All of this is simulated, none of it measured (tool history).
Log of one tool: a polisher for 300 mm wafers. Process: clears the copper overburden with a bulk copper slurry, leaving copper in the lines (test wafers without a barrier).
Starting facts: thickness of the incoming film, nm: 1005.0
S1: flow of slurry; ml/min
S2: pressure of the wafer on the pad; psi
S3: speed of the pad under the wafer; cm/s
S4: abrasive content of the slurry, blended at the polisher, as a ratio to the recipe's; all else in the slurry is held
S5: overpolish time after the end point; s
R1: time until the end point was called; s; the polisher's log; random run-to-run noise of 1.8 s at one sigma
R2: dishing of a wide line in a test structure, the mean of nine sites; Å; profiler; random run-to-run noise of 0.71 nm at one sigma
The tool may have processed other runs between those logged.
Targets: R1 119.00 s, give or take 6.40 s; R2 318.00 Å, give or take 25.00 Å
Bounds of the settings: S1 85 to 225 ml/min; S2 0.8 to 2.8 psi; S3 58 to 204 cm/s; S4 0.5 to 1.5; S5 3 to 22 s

run 1 hour=0.0 | S1=145 S2=1.8 S3=130 S4=1.0 S5=11 | R1=145.13 R2=362.69
run 2 hour=3.5 | S1=145 S2=1.8 S3=130 S4=1.1 S5=11 | R1=144.05 R2=360.16
run 3 hour=7.1 | S1=145 S2=1.9 S3=130 S4=1.1 S5=10 | R1=139.13 R2=366.04
run 4 hour=12.3 | S1=145 S2=2.2 S3=130 S4=1.1 S5=10 | R1=122.68 R2=401.79
run 5 hour=20.9 | S1=145 S2=2.2 S3=106 S4=1.1 S5=10 | R1=143.82 R2=357.27
run 6 hour=23.6 | S1=145 S2=2.3 S3=108 S4=1.1 S5=9 | R1=134.50 R2=353.87
run 7 hour=29.1 | S1=145 S2=2.3 S3=108 S4=1.1 S5=8 | R1=136.06 R2=318.25
run 8 hour=35.1 | S1=145 S2=2.4 S3=108 S4=1.1 S5=8 | R1=133.36 R2=318.27

Exercise: of the 5 proposed moves below, exactly one satisfies all targets within the stated allowed misses. Which move is it?
run A hour=41.1 | S1=145 S2=2.3 S3=94 S4=1.2 S5=9 | R1=? R2=?
run B hour=41.1 | S1=110 S2=2.8 S3=128 S4=1.0 S5=7 | R1=? R2=?
run C hour=41.1 | S1=145 S2=2.4 S3=92 S4=1.0 S5=8 | R1=? R2=?
run D hour=41.1 | S1=125 S2=2.4 S3=124 S4=1.0 S5=7 | R1=? R2=?
run E hour=41.1 | S1=165 S2=2.6 S3=106 S4=1.3 S5=10 | R1=? R2=?

move=A R1=154.84 R2=312.42
move=B R1=102.90 R2=355.31
move=C R1=156.48 R2=285.10
move=D R1=120.42 R2=313.56
move=E R1=118.22 R2=407.72
A: further off than the last run
B: carries the result that was furthest off beyond its target, to the other side
C: further off than the last run
D: every result lands within tolerance
E: gets the furthest-off result to its target, but another result is out of tolerance
Move D is the one to make.

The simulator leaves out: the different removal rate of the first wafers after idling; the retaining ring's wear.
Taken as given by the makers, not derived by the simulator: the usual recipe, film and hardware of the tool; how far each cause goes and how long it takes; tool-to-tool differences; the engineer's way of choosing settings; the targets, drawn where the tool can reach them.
